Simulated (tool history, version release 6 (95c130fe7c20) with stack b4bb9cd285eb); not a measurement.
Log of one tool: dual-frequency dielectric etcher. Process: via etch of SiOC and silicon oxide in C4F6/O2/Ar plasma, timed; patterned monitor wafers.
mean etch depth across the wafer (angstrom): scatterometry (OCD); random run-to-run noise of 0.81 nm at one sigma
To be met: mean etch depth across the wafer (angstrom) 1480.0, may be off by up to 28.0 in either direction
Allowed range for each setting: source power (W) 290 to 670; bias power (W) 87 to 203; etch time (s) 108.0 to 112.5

| run | hour | source power (W) | bias power (W) | etch time (s) | mean etch depth across the wafer (angstrom) |
|---|---|---|---|---|---|
| 1 | 0.0 | 480 | 145 | 108.0 | 1336.9 |
| 2 | 2.7 | 510 | 147 | 108.0 | 1367.2 |
| 3 | 6.3 | 540 | 149 | 108.0 | 1425.3 |
| 4 | 8.3 | 490 | 149 | 108.0 | 1373.1 |
| 5 | 10.4 | 490 | 126 | 108.0 | 1256.1 |
| 6 | 15.7 | 540 | 129 | 108.0 | 1322.3 |
| 7 | 19.3 | 570 | 131 | 108.0 | 1355.9 |
| 8 | 20.4 | 590 | 133 | 108.0 | 1408.8 |
| 9 | 24.0 | 600 | 134 | 108.0 | 1403.3 |
| 10 | 32.0 | 620 | 135 | 108.0 | 1436.7 |
| 11 | 35.8 | 630 | 135 | 108.0 | 1451.8 |

4 next moves are on the table. One of them brings every result within its allowed miss. Which?
| A | 39.6 | 670 | 149 | 108.5 | ? |
| B | 39.6 | 590 | 126 | 112.0 | ? |
| C | 39.6 | 670 | 142 | 109.5 | ? |
| D | 39.6 | 640 | 135 | 110.0 | ? |

| move | mean etch depth across the wafer (angstrom) |
|---|---|
| A | 1565.3 |
| B | 1414.2 |
| C | 1544.7 |
| D | 1486.3 |
A: takes the biggest miss from the last run beyond its target
B: the biggest miss grows against the last run
C: takes the biggest miss from the last run beyond its target
D: every result within its allowed miss
Go with D: it meets all targets.
